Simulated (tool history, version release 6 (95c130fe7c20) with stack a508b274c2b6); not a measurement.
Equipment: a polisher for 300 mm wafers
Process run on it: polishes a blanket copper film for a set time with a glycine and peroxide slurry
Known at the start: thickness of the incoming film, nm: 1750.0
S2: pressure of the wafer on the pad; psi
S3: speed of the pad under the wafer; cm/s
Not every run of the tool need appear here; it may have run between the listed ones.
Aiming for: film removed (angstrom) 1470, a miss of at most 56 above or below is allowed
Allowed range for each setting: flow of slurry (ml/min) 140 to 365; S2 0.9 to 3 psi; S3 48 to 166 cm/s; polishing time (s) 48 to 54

Run 1, hour 0: flow of slurry (ml/min) 235, S2 1.9 psi, S3 106 cm/s, polishing time (s) 54. Result: film removed (angstrom) 2022.5.
Run 2, hour 3.6: flow of slurry (ml/min) 235, S2 1.9 psi, S3 106 cm/s, polishing time (s) 54. Result: film removed (angstrom) 1976.2.
Run 3, hour 9.9: flow of slurry (ml/min) 235, S2 1.8 psi, S3 106 cm/s, polishing time (s) 54. Result: film removed (angstrom) 1949.
Run 4, hour 14.6: flow of slurry (ml/min) 235, S2 1.7 psi, S3 106 cm/s, polishing time (s) 54. Result: film removed (angstrom) 1879.5.
Run 5, hour 17.3: flow of slurry (ml/min) 235, S2 1.6 psi, S3 106 cm/s, polishing time (s) 54. Result: film removed (angstrom) 1741.6.
Run 6, hour 25.5: flow of slurry (ml/min) 235, S2 1.6 psi, S3 106 cm/s, polishing time (s) 54. Result: film removed (angstrom) 1751.3.
Run 7, hour 31.2: flow of slurry (ml/min) 235, S2 1.4 psi, S3 106 cm/s, polishing time (s) 54. Result: film removed (angstrom) 1612.9.
Run 8, hour 31.9: flow of slurry (ml/min) 235, S2 1.3 psi, S3 106 cm/s, polishing time (s) 54. Result: film removed (angstrom) 1541.7.

Next run, 4 choices. One meets every target within its allowed miss, the rest don't. Which?
Run A, hour 32.6: flow of slurry (ml/min) 200, S2 1.4 psi, S3 124 cm/s, polishing time (s) 52. Result: film removed (angstrom) ?.
Run B, hour 32.6: flow of slurry (ml/min) 280, S2 2 psi, S3 80 cm/s, polishing time (s) 49. Result: film removed (angstrom) ?.
Run C, hour 32.6: flow of slurry (ml/min) 285, S2 1.4 psi, S3 104 cm/s, polishing time (s) 49. Result: film removed (angstrom) ?.
Run D, hour 32.6: flow of slurry (ml/min) 225, S2 2 psi, S3 82 cm/s, polishing time (s) 49. Result: film removed (angstrom) ?.

move  film removed (angstrom)
   A                   1719.5
   B                   1595.9
   C                   1477.3
   D                   1594.3
A: moves away from the targets compared with the last run
B: moves away from the targets compared with the last run
C: hits every target within its allowed miss
D: moves away from the targets compared with the last run
The right move is C.
